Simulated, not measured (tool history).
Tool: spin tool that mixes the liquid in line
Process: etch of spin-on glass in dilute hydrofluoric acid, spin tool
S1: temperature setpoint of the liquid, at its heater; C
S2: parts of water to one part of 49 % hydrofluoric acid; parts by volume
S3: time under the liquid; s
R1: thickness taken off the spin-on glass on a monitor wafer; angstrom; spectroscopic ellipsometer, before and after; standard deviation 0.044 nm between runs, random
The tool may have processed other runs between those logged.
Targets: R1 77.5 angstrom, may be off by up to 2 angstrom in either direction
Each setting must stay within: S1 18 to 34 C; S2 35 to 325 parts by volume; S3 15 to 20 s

run  hour    S1   S2  S3      R1
  1     0    26  180  20  49.328
  2   1.2    23  180  20  44.436
  3   9.9  25.5  175  20  49.978
  4  17.1  25.5  175  20  49.803
  5  22.2    27  170  20  54.264
  6  23.1    27  170  15  41.242
  7  25.1    28  150  15  49.835
  8  27.8    29  140  15  55.805
  9  29.8    30  135  15  59.956
 10  37.3    31  130  15  65.061
 11  40.7  31.5  125  15  69.826
 12    42    32  125  15  70.579
 13  43.8  32.5  125  15  72.538
 14  51.4    33  125  15  73.605
 15  55.1  33.5  125  15  74.729

5 candidate next runs follow, results not yet known. Just one meets every target within its allowed miss. Identify it.
  A  58.8  31.5  120  15   ?
  B  58.8    34  130  15   ?
  C  58.8    34  135  15   ?
  D  58.8    33  120  15   ?
  E  58.8    28  110  15   ?

move      R1
   A  73.442
   B  73.059
   C  69.839
   D  77.523
   E  71.335
A: its largest miss is bigger than the last run's
B: its largest miss is bigger than the last run's
C: its largest miss is bigger than the last run's
D: each result inside its tolerance
E: its largest miss is bigger than the last run's
Correct choice: D, which meets every target

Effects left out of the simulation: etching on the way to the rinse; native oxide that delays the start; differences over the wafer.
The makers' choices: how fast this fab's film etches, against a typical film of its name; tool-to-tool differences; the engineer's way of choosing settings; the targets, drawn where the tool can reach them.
